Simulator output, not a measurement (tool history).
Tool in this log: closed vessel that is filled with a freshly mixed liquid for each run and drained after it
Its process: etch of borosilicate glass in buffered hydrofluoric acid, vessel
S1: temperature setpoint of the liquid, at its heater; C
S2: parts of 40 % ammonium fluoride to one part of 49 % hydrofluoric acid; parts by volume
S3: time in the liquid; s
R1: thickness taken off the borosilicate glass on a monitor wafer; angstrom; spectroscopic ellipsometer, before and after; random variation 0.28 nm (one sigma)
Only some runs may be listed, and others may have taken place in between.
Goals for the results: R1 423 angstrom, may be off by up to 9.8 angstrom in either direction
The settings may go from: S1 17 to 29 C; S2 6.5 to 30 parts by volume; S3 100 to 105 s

{"run": 1, "day": 0.0, "S1": 21, "S2": 18.5, "S3": 100, "R1": 698.96}
{"run": 2, "day": 0.362, "S1": 20, "S2": 20, "S3": 100, "R1": 613.46}
{"run": 3, "day": 0.696, "S1": 19, "S2": 21.5, "S3": 100, "R1": 551.48}
{"run": 4, "day": 0.796, "S1": 19, "S2": 18.5, "S3": 100, "R1": 618.95}
{"run": 5, "day": 1.1, "S1": 18.5, "S2": 20.5, "S3": 100, "R1": 548.52}
{"run": 6, "day": 1.288, "S1": 22, "S2": 20.5, "S3": 100, "R1": 664.33}
{"run": 7, "day": 1.475, "S1": 22, "S2": 20.5, "S3": 100, "R1": 669.4}
{"run": 8, "day": 1.829, "S1": 18, "S2": 25, "S3": 100, "R1": 467.81}
{"run": 9, "day": 1.871, "S1": 17.5, "S2": 25.5, "S3": 100, "R1": 453.55}
{"run": 10, "day": 2.046, "S1": 17.5, "S2": 26, "S3": 100, "R1": 444.46}

Pick the move, out of 4, that brings all results within their allowed miss; only one does.
{"run": "A", "day": 2.221, "S1": 19, "S2": 30, "S3": 105, "R1": "?"}
{"run": "B", "day": 2.221, "S1": 17, "S2": 22.5, "S3": 100, "R1": "?"}
{"run": "C", "day": 2.221, "S1": 20, "S2": 27, "S3": 100, "R1": "?"}
{"run": "D", "day": 2.221, "S1": 17, "S2": 29, "S3": 105, "R1": "?"}

move=A R1=457.29
move=B R1=476.4
move=C R1=494.92
move=D R1=419.22
A: the biggest miss grows against the last run
B: the biggest miss grows against the last run
C: the biggest miss grows against the last run
D: in spec on every target
Go with D: it meets all targets.
